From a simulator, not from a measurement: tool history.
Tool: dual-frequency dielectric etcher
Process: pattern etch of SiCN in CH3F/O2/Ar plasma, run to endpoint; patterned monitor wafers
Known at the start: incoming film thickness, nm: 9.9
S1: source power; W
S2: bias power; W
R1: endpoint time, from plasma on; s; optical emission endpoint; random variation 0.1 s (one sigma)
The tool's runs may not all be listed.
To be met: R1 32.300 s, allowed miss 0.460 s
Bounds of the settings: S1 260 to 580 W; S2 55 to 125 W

{"run": 1, "hour": 0.0, "S1": 420, "S2": 90, "R1": 23.656}
{"run": 2, "hour": 2.5, "S1": 420, "S2": 75, "R1": 26.367}
{"run": 3, "hour": 5.7, "S1": 370, "S2": 71, "R1": 28.505}
{"run": 4, "hour": 9.5, "S1": 300, "S2": 71, "R1": 30.534}
{"run": 5, "hour": 18.0, "S1": 300, "S2": 85, "R1": 27.24}
{"run": 6, "hour": 22.5, "S1": 290, "S2": 79, "R1": 28.737}
{"run": 7, "hour": 24.6, "S1": 280, "S2": 75, "R1": 29.898}
{"run": 8, "hour": 32.3, "S1": 270, "S2": 72, "R1": 31.175}
{"run": 9, "hour": 36.7, "S1": 270, "S2": 71, "R1": 31.597}

5 next moves are on the table. One of them brings every result within its allowed miss. Which?
{"run": "A", "hour": 41.1, "S1": 310, "S2": 62, "R1": "?"}
{"run": "B", "hour": 41.1, "S1": 290, "S2": 72, "R1": "?"}
{"run": "C", "hour": 41.1, "S1": 290, "S2": 66, "R1": "?"}
{"run": "D", "hour": 41.1, "S1": 290, "S2": 70, "R1": "?"}
{"run": "E", "hour": 41.1, "S1": 270, "S2": 72, "R1": "?"}

move=A R1=32.949
move=B R1=30.390
move=C R1=32.214
move=D R1=30.960
move=E R1=31.056
A: takes the result that was furthest off past its target
B: further off than the last run
C: meets every target
D: further off than the last run
E: further off than the last run
Answer: C
